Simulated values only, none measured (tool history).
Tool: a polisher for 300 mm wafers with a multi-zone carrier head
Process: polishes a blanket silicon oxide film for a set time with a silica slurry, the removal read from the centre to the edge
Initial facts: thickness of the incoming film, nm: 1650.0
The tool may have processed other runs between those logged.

run,hour,flow of slurry (ml/min),pressure of the head's centre zone,pressure of the head's middle zone,pressure of the head's edge zone,abrasive content of the slurry,polishing time (s),film removed at the wafer's centre (angstrom),film removed at mid-radius (angstrom),film removed at the wafer's edge (angstrom)
1,0,185,1,1,1,1,40,894.43,899.38,901.59
2,7.6,185,1.04,1,1,1,40,931.53,898.01,886.32
3,11.1,140,1.04,1,1,1,40,877.31,848.43,866.55
4,15.9,140,1.04,1.05,1,1,40,889.1,886.02,867.82
5,18.5,140,1.01,1.05,1,1,40,840.6,875.5,850.52
6,19.8,140,1.03,1.01,0.99,0.9,38,767,769.95,785.05
7,22.6,145,1.06,0.98,0.97,0.85,36,750.97,701.35,722.59

What does the tool deliver on the next run?
8,28.4,145,1.07,0.95,0.96,0.8,35,?,?,?

{"run 8": {"film removed at the wafer's centre (angstrom)": 727.07, "film removed at mid-radius (angstrom)": 641.06, "film removed at the wafer's edge (angstrom)": 664.12}}
